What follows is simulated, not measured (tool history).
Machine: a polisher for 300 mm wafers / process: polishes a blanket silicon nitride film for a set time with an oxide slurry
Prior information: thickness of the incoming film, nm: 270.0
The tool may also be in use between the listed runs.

run  hour  flow of slurry (ml/min)  pressure of the wafer on the pad (psi)  speed of the pad under the wafer (m/s)  abrasive content of the slurry  polishing time (s)  film removed (nm)
  1     0                      220                                     4.7                                    1.02                               1                 106             97.424
  2   6.2                      175                                     4.7                                    1.02                               1                 106             94.577
  3  10.1                      175                                     4.7                                    1.02                            1.15                 106             102.68
  4  17.4                      175                                     5.6                                    1.02                            1.15                 106              119.8
  5  23.4                      175                                     5.6                                    1.02                            1.15                 111             127.54
  6  25.1                      150                                     5.6                                    1.02                            1.15                 111             124.73
  7  30.7                      140                                     4.3                                       1                            1.15                 111             93.928
  8  39.2                      140                                       4                                       1                            1.15                 111             87.038
  9  45.9                      140                                     3.8                                       1                            1.15                 111             83.273
 10  53.7                      140                                     3.6                                       1                            1.15                 111             78.614

What does the tool deliver on the next run?
 11  62.1                      140                                     3.5                                       1                            1.15                 111                  ?

{"run 11": {"film removed (nm)": 77.497}}
